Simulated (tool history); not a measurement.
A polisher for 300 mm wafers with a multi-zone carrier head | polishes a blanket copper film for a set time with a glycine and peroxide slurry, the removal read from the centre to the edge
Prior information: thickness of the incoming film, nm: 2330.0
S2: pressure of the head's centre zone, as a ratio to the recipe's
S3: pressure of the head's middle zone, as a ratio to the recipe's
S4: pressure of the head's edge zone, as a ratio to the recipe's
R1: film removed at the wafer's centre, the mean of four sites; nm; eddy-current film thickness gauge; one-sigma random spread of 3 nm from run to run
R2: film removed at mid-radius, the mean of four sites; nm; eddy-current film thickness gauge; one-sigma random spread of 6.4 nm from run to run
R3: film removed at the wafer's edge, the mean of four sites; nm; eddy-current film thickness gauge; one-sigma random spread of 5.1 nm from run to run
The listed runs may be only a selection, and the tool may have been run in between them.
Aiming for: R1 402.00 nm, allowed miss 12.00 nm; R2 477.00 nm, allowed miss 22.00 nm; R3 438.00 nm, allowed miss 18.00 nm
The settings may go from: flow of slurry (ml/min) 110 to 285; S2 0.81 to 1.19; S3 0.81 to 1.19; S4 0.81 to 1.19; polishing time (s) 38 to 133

{"run": 1, "hour": 0.0, "flow of slurry (ml/min)": 180, "S2": 1.0, "S3": 1.0, "S4": 1.0, "polishing time (s)": 85, "R1": 332.43, "R2": 325.99, "R3": 326.62}
{"run": 2, "hour": 8.2, "flow of slurry (ml/min)": 180, "S2": 1.0, "S3": 1.08, "S4": 1.0, "polishing time (s)": 85, "R1": 326.47, "R2": 353.31, "R3": 326.39}
{"run": 3, "hour": 10.2, "flow of slurry (ml/min)": 180, "S2": 0.95, "S3": 1.08, "S4": 1.0, "polishing time (s)": 85, "R1": 315.24, "R2": 341.3, "R3": 324.48}
{"run": 4, "hour": 11.4, "flow of slurry (ml/min)": 155, "S2": 0.95, "S3": 1.08, "S4": 1.0, "polishing time (s)": 85, "R1": 307.26, "R2": 342.57, "R3": 316.9}
{"run": 5, "hour": 16.1, "flow of slurry (ml/min)": 155, "S2": 0.95, "S3": 1.08, "S4": 1.0, "polishing time (s)": 101, "R1": 361.58, "R2": 401.87, "R3": 373.66}
{"run": 6, "hour": 20.4, "flow of slurry (ml/min)": 155, "S2": 1.03, "S3": 1.08, "S4": 1.0, "polishing time (s)": 101, "R1": 386.93, "R2": 416.93, "R3": 370.07}
{"run": 7, "hour": 27.6, "flow of slurry (ml/min)": 170, "S2": 1.01, "S3": 1.1, "S4": 1.04, "polishing time (s)": 102, "R1": 397.92, "R2": 431.34, "R3": 389.84}
{"run": 8, "hour": 33.6, "flow of slurry (ml/min)": 175, "S2": 0.98, "S3": 1.12, "S4": 1.07, "polishing time (s)": 103, "R1": 386.95, "R2": 429.5, "R3": 400.91}
{"run": 9, "hour": 39.1, "flow of slurry (ml/min)": 180, "S2": 0.97, "S3": 1.14, "S4": 1.08, "polishing time (s)": 105, "R1": 392.91, "R2": 458.6, "R3": 417.36}
{"run": 10, "hour": 44.8, "flow of slurry (ml/min)": 185, "S2": 0.97, "S3": 1.14, "S4": 1.09, "polishing time (s)": 105, "R1": 396.23, "R2": 450.62, "R3": 421.0}

Which single option among these 4 for the next run brings every result within its allowed miss of target? Just one does.
{"run": "A", "hour": 50.5, "flow of slurry (ml/min)": 175, "S2": 0.99, "S3": 0.94, "S4": 1.19, "polishing time (s)": 114, "R1": "?", "R2": "?", "R3": "?"}
{"run": "B", "hour": 50.5, "flow of slurry (ml/min)": 195, "S2": 1.02, "S3": 1.14, "S4": 1.11, "polishing time (s)": 108, "R1": "?", "R2": "?", "R3": "?"}
{"run": "C", "hour": 50.5, "flow of slurry (ml/min)": 230, "S2": 0.89, "S3": 0.99, "S4": 1.15, "polishing time (s)": 111, "R1": "?", "R2": "?", "R3": "?"}
{"run": "D", "hour": 50.5, "flow of slurry (ml/min)": 170, "S2": 0.93, "S3": 1.12, "S4": 1.06, "polishing time (s)": 113, "R1": "?", "R2": "?", "R3": "?"}

move=A R1=433.22 R2=413.78 R3=467.86
move=B R1=432.36 R2=470.25 R3=432.21
move=C R1=397.40 R2=439.23 R3=461.39
move=D R1=401.29 R2=473.53 R3=434.40
A: moves away from the targets compared with the last run
B: brings the last run's worst result on target, with another outside its allowed miss
C: moves away from the targets compared with the last run
D: all results in spec
Answer: D
